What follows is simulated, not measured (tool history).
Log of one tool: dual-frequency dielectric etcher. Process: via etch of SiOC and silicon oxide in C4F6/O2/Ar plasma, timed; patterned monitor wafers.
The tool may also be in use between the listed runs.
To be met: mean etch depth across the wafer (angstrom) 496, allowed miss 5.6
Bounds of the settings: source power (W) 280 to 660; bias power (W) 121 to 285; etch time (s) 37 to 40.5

| run | hour | source power (W) | bias power (W) | etch time (s) | mean etch depth across the wafer (angstrom) |
|---|---|---|---|---|---|
| 1 | 0 | 470 | 203 | 40.5 | 471.77 |
| 2 | 4.9 | 430 | 203 | 40.5 | 453.52 |
| 3 | 13.6 | 430 | 175 | 40.5 | 428.65 |
| 4 | 16.3 | 450 | 175 | 40.5 | 440.17 |
| 5 | 22.8 | 450 | 175 | 37 | 401.76 |
| 6 | 31.1 | 480 | 178 | 37 | 416.19 |
| 7 | 37.3 | 500 | 182 | 37 | 424.92 |
| 8 | 42.2 | 520 | 186 | 37 | 436.34 |
| 9 | 48.5 | 540 | 188 | 37 | 447.81 |
| 10 | 50.5 | 550 | 189 | 37 | 451.04 |
| 11 | 55.4 | 560 | 190 | 37 | 454.85 |
| 12 | 62 | 570 | 191 | 37 | 458.39 |
| 13 | 64.6 | 580 | 192 | 37 | 464.74 |
| 14 | 70 | 590 | 193 | 37 | 469.14 |
| 15 | 74.6 | 600 | 193 | 37 | 473 |

Which of these 4 next moves meets every target?
| A | 79.2 | 560 | 208 | 39 | ? |
| B | 79.2 | 590 | 191 | 40.5 | ? |
| C | 79.2 | 630 | 147 | 38.5 | ? |
| D | 79.2 | 580 | 175 | 38.5 | ? |

| move | mean etch depth across the wafer (angstrom) |
|---|---|
| A | 496.97 |
| B | 512.18 |
| C | 457.16 |
| D | 468.31 |
A: meets every target
B: takes the result that was furthest off past its target
C: further off than the last run
D: further off than the last run
Answer: A

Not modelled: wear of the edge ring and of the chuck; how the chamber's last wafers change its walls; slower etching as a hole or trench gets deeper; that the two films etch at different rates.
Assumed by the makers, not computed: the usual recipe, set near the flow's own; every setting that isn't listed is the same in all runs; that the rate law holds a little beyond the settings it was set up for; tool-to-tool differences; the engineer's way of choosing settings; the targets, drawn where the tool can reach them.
